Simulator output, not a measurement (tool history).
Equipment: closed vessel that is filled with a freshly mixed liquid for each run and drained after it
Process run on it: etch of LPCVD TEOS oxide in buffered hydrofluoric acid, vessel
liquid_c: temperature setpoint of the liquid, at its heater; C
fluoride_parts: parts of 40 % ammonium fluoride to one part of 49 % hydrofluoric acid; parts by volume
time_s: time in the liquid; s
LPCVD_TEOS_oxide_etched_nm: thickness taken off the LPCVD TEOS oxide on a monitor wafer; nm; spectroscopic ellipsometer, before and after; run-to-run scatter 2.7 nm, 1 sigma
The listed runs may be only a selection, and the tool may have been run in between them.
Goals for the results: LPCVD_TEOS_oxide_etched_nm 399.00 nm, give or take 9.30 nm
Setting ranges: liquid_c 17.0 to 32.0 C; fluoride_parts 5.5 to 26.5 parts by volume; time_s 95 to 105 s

{"run": 1, "hour": 0.0, "liquid_c": 24.0, "fluoride_parts": 16.0, "time_s": 95, "LPCVD_TEOS_oxide_etched_nm": 248.06}
{"run": 2, "hour": 7.7, "liquid_c": 24.0, "fluoride_parts": 16.0, "time_s": 95, "LPCVD_TEOS_oxide_etched_nm": 248.17}
{"run": 3, "hour": 10.9, "liquid_c": 24.0, "fluoride_parts": 19.5, "time_s": 95, "LPCVD_TEOS_oxide_etched_nm": 205.73}
{"run": 4, "hour": 17.4, "liquid_c": 25.5, "fluoride_parts": 19.0, "time_s": 95, "LPCVD_TEOS_oxide_etched_nm": 230.59}
{"run": 5, "hour": 26.6, "liquid_c": 27.0, "fluoride_parts": 19.0, "time_s": 95, "LPCVD_TEOS_oxide_etched_nm": 247.57}
{"run": 6, "hour": 30.9, "liquid_c": 28.0, "fluoride_parts": 18.5, "time_s": 95, "LPCVD_TEOS_oxide_etched_nm": 270.13}
{"run": 7, "hour": 38.7, "liquid_c": 28.5, "fluoride_parts": 18.0, "time_s": 95, "LPCVD_TEOS_oxide_etched_nm": 282.64}
{"run": 8, "hour": 45.6, "liquid_c": 29.0, "fluoride_parts": 17.5, "time_s": 95, "LPCVD_TEOS_oxide_etched_nm": 299.11}
{"run": 9, "hour": 54.6, "liquid_c": 29.5, "fluoride_parts": 17.0, "time_s": 95, "LPCVD_TEOS_oxide_etched_nm": 318.21}
{"run": 10, "hour": 59.5, "liquid_c": 30.0, "fluoride_parts": 16.5, "time_s": 95, "LPCVD_TEOS_oxide_etched_nm": 333.86}
{"run": 11, "hour": 63.6, "liquid_c": 30.5, "fluoride_parts": 16.5, "time_s": 95, "LPCVD_TEOS_oxide_etched_nm": 340.2}
{"run": 12, "hour": 72.0, "liquid_c": 30.5, "fluoride_parts": 16.0, "time_s": 95, "LPCVD_TEOS_oxide_etched_nm": 350.76}

Exercise: of the 4 proposed moves below, exactly one satisfies all targets within the stated allowed misses. Which move is it?
{"run": "A", "hour": 80.4, "liquid_c": 29.5, "fluoride_parts": 15.0, "time_s": 105, "LPCVD_TEOS_oxide_etched_nm": "?"}
{"run": "B", "hour": 80.4, "liquid_c": 25.0, "fluoride_parts": 12.5, "time_s": 105, "LPCVD_TEOS_oxide_etched_nm": "?"}
{"run": "C", "hour": 80.4, "liquid_c": 30.5, "fluoride_parts": 16.0, "time_s": 100, "LPCVD_TEOS_oxide_etched_nm": "?"}
{"run": "D", "hour": 80.4, "liquid_c": 32.0, "fluoride_parts": 16.0, "time_s": 95, "LPCVD_TEOS_oxide_etched_nm": "?"}

move=A LPCVD_TEOS_oxide_etched_nm=395.50
move=B LPCVD_TEOS_oxide_etched_nm=371.71
move=C LPCVD_TEOS_oxide_etched_nm=372.66
move=D LPCVD_TEOS_oxide_etched_nm=382.87
A: each result inside its tolerance
B: moves toward the targets from the last run without getting all of them in spec
C: moves toward the targets from the last run without getting all of them in spec
D: moves toward the targets from the last run without getting all of them in spec
A meets every target.
